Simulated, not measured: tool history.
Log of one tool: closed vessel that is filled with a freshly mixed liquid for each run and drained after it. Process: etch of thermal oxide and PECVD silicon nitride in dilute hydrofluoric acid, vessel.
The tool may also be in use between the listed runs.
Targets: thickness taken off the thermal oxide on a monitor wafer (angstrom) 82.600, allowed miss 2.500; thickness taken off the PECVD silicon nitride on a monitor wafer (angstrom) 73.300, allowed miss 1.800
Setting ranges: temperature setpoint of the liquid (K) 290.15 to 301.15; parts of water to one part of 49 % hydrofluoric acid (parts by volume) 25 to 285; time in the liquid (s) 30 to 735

run	day	temperature setpoint of the liquid (K)	parts of water to one part of 49 % hydrofluoric acid (parts by volume)	time in the liquid (s)	thickness taken off the thermal oxide on a monitor wafer (angstrom)	thickness taken off the PECVD silicon nitride on a monitor wafer (angstrom)
1	0.000	293.15	155	375	90.428	61.862
2	0.038	293.15	155	295	70.813	48.679
3	0.392	293.15	155	145	35.508	23.568
4	0.417	294.15	150	155	40.878	27.992
5	0.650	295.15	145	165	46.857	33.351
6	0.800	296.65	145	165	49.602	36.375
7	0.917	297.15	140	170	55.026	40.810
8	1.042	297.65	140	175	57.622	43.079
9	1.233	298.15	140	180	60.173	45.748
10	1.588	298.65	140	185	62.192	48.729
# day 1.688: thermometer replaced
11	1.688	299.15	140	190	71.217	58.668
12	1.954	299.65	140	190	72.071	59.673
13	2.283	300.65	140	195	76.807	64.789

4 next moves are on the table. One of them brings every result within its allowed miss. Which?
A	2.612	300.65	125	180	?	?
B	2.612	296.15	90	145	?	?
C	2.612	301.15	150	225	?	?
D	2.612	294.15	105	195	?	?

move	thickness taken off the thermal oxide on a monitor wafer (angstrom)	thickness taken off the PECVD silicon nitride on a monitor wafer (angstrom)
A	80.774	67.472
B	79.238	56.183
C	83.043	72.480
D	82.774	56.797
A: an improvement on the last run, though not all results are within tolerance
B: lands further from the targets than the last run did
C: all results land within tolerance of their targets
D: lands further from the targets than the last run did
Correct choice: C, which meets every target
